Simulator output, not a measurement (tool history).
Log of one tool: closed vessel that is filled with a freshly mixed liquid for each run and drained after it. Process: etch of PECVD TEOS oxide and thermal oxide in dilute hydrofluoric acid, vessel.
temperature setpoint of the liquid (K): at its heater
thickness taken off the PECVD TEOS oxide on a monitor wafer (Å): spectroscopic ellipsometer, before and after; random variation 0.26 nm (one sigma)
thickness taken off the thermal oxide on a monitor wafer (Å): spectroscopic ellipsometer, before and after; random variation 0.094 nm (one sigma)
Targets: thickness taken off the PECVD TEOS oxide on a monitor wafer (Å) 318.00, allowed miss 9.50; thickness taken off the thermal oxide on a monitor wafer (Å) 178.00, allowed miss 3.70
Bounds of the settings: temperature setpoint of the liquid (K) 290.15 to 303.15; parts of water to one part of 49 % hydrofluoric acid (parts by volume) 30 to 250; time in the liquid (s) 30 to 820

run,hour,temperature setpoint of the liquid (K),parts of water to one part of 49 % hydrofluoric acid (parts by volume),time in the liquid (s),thickness taken off the PECVD TEOS oxide on a monitor wafer (Å),thickness taken off the thermal oxide on a monitor wafer (Å)
1,0.0,295.15,140,420,221.48,123.30
2,3.5,295.15,90,420,369.02,206.51
3,5.0,294.15,90,420,350.49,197.48
4,9.2,293.65,90,420,342.36,193.20
5,14.9,293.15,90,420,338.55,189.83
6,21.6,293.15,60,420,519.64,292.55
7,24.0,292.65,65,420,467.06,265.30
8,28.4,292.65,70,420,435.38,242.39
9,31.9,292.15,75,420,396.76,223.21
10,38.1,291.65,80,420,362.35,203.02
11,40.2,290.15,90,420,295.88,167.82

Which of these 4 next moves meets every target?
A,42.3,290.15,95,410,?,?
B,42.3,292.65,90,360,?,?
C,42.3,290.15,95,415,?,?
D,42.3,290.65,85,410,?,?

move,thickness taken off the PECVD TEOS oxide on a monitor wafer (Å),thickness taken off the thermal oxide on a monitor wafer (Å)
A,270.60,152.58
B,280.02,157.89
C,273.90,154.44
D,312.20,176.04
A: further off than the last run
B: further off than the last run
C: further off than the last run
D: meets every target
Answer: D
